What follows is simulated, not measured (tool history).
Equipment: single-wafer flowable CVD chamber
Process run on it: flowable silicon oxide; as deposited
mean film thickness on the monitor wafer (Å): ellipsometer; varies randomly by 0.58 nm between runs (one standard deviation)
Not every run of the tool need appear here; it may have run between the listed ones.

run    day  heater temperature setpoint (°C)  chamber pressure (Torr)  RF power (W)  deposition time (s)  mean film thickness on the monitor wafer (Å)
  1      0                               105                     1.04          1910                  657                                        4450.6
  2  0.038                               105                     1.04          2015                  657                                        4489.1
  3  0.408                               105                     0.94          2015                  657                                        4066.6
  4  0.712                               105                     0.94          2015                  657                                        4080.3
  5  0.996                               110                     0.94          2015                  657                                        3380.4
  6  1.175                               110                     0.94          1905                  657                                        3342.6
  7  1.321                               113                     0.94          1905                  657                                        3002.6
  8  1.696                               115                     0.94          1905                  657                                        2804.2
  9  1.892                               117                     0.94          1905                  657                                        2605.8
 10  2.233                               118                     0.94          1905                  657                                        2517.3
 11  2.454                               119                     0.94          1905                  657                                        2442.5
 12  2.654                               119                     0.94          1905                  657                                        2436.7

For run 13, what comes out?
 13  2.904                               120                     0.94          1905                  657                                             ?

{"run 13": {"mean film thickness on the monitor wafer (Å)": 2361.8}}
